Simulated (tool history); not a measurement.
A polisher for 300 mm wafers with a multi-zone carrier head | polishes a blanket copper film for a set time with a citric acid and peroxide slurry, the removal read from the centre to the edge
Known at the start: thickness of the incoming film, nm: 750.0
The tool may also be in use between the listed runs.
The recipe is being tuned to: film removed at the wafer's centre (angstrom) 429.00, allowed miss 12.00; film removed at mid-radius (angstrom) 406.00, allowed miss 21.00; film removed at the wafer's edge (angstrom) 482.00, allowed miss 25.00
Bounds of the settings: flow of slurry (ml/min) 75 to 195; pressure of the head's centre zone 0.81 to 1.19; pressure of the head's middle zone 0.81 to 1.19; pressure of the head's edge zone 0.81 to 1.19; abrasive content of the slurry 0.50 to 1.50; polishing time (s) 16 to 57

| run | hour | flow of slurry (ml/min) | pressure of the head's centre zone | pressure of the head's middle zone | pressure of the head's edge zone | abrasive content of the slurry | polishing time (s) | film removed at the wafer's centre (angstrom) | film removed at mid-radius (angstrom) | film removed at the wafer's edge (angstrom) |
|---|---|---|---|---|---|---|---|---|---|---|
| 1 | 0.0 | 125 | 1.00 | 1.00 | 1.00 | 1.00 | 36 | 557.69 | 558.09 | 581.86 |
| 2 | 2.8 | 125 | 1.00 | 1.00 | 1.00 | 1.15 | 36 | 574.61 | 573.84 | 587.41 |
| 3 | 5.6 | 125 | 1.00 | 1.00 | 1.00 | 1.15 | 28 | 446.97 | 469.44 | 455.77 |
| 4 | 6.4 | 125 | 0.93 | 1.00 | 1.00 | 1.15 | 28 | 420.27 | 454.58 | 444.56 |
| 5 | 7.6 | 140 | 0.93 | 1.00 | 1.00 | 1.15 | 28 | 429.81 | 460.52 | 475.43 |
| 6 | 16.6 | 140 | 0.93 | 1.00 | 1.00 | 1.30 | 28 | 442.02 | 470.76 | 476.20 |
| 7 | 17.5 | 140 | 0.92 | 0.97 | 1.01 | 1.30 | 28 | 439.50 | 452.60 | 471.14 |
| 8 | 20.7 | 140 | 0.91 | 0.95 | 1.03 | 1.30 | 28 | 434.93 | 446.50 | 473.37 |
| 9 | 26.3 | 140 | 0.90 | 0.93 | 1.04 | 1.30 | 28 | 424.26 | 441.57 | 480.44 |

Which of these 5 next moves meets every target?
| A | 31.9 | 125 | 0.91 | 0.91 | 1.04 | 1.05 | 30 | ? | ? | ? |
| B | 31.9 | 120 | 0.89 | 1.03 | 1.05 | 1.45 | 28 | ? | ? | ? |
| C | 31.9 | 130 | 0.82 | 0.95 | 1.07 | 1.40 | 30 | ? | ? | ? |
| D | 31.9 | 145 | 0.89 | 0.81 | 1.01 | 1.50 | 28 | ? | ? | ? |
| E | 31.9 | 110 | 0.94 | 0.95 | 1.06 | 1.35 | 28 | ? | ? | ? |

| move | film removed at the wafer's centre (angstrom) | film removed at mid-radius (angstrom) | film removed at the wafer's edge (angstrom) |
|---|---|---|---|
| A | 434.94 | 446.05 | 499.84 |
| B | 418.49 | 485.73 | 493.84 |
| C | 417.37 | 489.83 | 535.74 |
| D | 434.78 | 413.78 | 499.56 |
| E | 428.11 | 441.86 | 485.23 |
A: misses by more than the last run did
B: misses by more than the last run did
C: misses by more than the last run did
D: all results land within tolerance of their targets
E: as far off as the last run
Move D is the one to make.

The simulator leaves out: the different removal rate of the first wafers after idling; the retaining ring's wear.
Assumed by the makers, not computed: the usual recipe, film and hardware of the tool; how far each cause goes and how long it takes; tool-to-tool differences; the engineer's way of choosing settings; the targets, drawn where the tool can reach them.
